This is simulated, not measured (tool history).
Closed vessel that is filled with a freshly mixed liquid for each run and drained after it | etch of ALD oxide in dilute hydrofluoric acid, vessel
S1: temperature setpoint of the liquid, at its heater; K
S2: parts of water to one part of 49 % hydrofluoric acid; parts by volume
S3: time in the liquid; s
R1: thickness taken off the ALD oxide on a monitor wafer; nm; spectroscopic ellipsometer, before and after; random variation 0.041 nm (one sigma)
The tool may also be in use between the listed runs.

run	hour	S1	S2	S3	R1
1	0	298.15	120	30	6.9385
2	9.2	296.15	120	30	6.3365
3	13.5	296.15	120	30	6.3113
4	16.6	295.15	120	30	6.147
5	17.5	294.15	120	30	5.9069
6	24.3	293.15	120	30	5.5688
# hour 26.5: thermometer replaced
7	26.5	291.15	120	30	5.5742
8	31.6	290.65	125	30	5.2457

The next listed run, before its measurement:
9	40.2	290.65	125	30	?

R1: 5.2745 nm
